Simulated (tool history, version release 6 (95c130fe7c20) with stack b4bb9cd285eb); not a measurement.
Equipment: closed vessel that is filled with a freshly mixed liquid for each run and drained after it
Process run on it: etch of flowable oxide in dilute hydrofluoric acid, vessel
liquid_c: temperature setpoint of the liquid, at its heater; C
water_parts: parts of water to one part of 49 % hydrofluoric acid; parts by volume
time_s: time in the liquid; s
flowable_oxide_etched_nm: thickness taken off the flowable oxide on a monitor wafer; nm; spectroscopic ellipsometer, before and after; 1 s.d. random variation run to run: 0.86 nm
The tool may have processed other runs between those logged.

run,day,liquid_c,water_parts,time_s,flowable_oxide_etched_nm
1,0.000,25.0,65,200,83.400
2,0.029,26.0,65,200,86.329
3,0.325,28.0,65,200,93.468
4,0.517,28.0,65,200,93.839
5,0.742,28.0,85,200,69.345
6,0.850,29.5,80,200,79.063
7,1.062,30.5,80,200,82.372
8,1.146,30.5,80,200,81.148
9,1.338,31.0,80,200,82.162

Run 10, settings as shown, results not yet in. Your forecast:
10,1.546,31.5,80,200,?

flowable_oxide_etched_nm: 85.417 nm

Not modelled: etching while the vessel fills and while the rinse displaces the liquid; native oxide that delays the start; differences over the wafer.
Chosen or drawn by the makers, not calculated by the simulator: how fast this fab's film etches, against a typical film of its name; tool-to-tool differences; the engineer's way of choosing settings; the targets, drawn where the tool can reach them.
